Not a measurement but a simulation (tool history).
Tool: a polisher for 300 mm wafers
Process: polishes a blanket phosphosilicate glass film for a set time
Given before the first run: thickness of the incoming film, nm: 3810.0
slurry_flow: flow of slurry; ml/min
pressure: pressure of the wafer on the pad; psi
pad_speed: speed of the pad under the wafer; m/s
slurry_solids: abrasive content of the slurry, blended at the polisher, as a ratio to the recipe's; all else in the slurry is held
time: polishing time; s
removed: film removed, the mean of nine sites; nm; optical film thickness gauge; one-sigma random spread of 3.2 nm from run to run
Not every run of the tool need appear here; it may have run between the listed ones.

{"run": 1, "day": 0.0, "slurry_flow": 150, "pressure": 3.9, "pad_speed": 1.18, "slurry_solids": 1, "time": 46, "removed": 444.91}
{"run": 2, "day": 0.217, "slurry_flow": 150, "pressure": 3.7, "pad_speed": 1.18, "slurry_solids": 1, "time": 46, "removed": 429.49}
{"run": 3, "day": 0.25, "slurry_flow": 150, "pressure": 3.7, "pad_speed": 1, "slurry_solids": 1, "time": 46, "removed": 369.16}
{"run": 4, "day": 0.296, "slurry_flow": 150, "pressure": 3.6, "pad_speed": 1, "slurry_solids": 1, "time": 46, "removed": 370.43}
{"run": 5, "day": 0.4, "slurry_flow": 150, "pressure": 3.6, "pad_speed": 1, "slurry_solids": 0.95, "time": 46, "removed": 363.38}
{"run": 6, "day": 0.562, "slurry_flow": 150, "pressure": 3.6, "pad_speed": 1, "slurry_solids": 0.85, "time": 46, "removed": 351.95}

Predict the results of run 7:
{"run": 7, "day": 0.917, "slurry_flow": 150, "pressure": 3.5, "pad_speed": 1, "slurry_solids": 0.85, "time": 46, "removed": "?"}

Run 7 produced removed 344.54 nm.
